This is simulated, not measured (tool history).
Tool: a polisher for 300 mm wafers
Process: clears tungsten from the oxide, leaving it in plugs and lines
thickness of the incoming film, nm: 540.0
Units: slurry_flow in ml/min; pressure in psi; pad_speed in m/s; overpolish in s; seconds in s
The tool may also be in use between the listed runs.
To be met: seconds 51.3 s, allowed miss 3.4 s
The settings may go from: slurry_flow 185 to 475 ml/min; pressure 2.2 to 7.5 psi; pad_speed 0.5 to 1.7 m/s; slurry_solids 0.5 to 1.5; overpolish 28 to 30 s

run	day	slurry_flow	pressure	pad_speed	slurry_solids	overpolish	seconds
1	0	305	4.8	1.1	1	28	86.158
2	0.362	250	4.8	1.1	1	28	88.43
3	0.708	185	4.8	1.1	1	28	92.979
4	1.05	185	4.8	0.96	1	28	104.21
5	1.308	185	5.3	1	1	28	91.594
6	1.579	185	5.3	1	1	30	89.382
7	1.638	185	5.7	1.02	1	30	85.335
8	1.671	185	6	1.06	1	30	77.733
9	2.046	185	6.3	1.1	1	30	71.448

Which of these 5 next moves meets every target?
A	2.421	205	6.7	1.7	1.05	30	?
B	2.421	215	7.5	1.34	1.25	30	?
C	2.421	290	7.5	1.44	1.05	30	?
D	2.421	205	7.5	1.2	1.15	30	?
E	2.421	290	7.5	1.32	1.2	30	?

move	seconds
A	43.336
B	44.698
C	43.25
D	50.749
E	44.517
A: takes the result that was furthest off past its target
B: takes the result that was furthest off past its target
C: takes the result that was furthest off past its target
D: meets every target
E: takes the result that was furthest off past its target
The right move is D.

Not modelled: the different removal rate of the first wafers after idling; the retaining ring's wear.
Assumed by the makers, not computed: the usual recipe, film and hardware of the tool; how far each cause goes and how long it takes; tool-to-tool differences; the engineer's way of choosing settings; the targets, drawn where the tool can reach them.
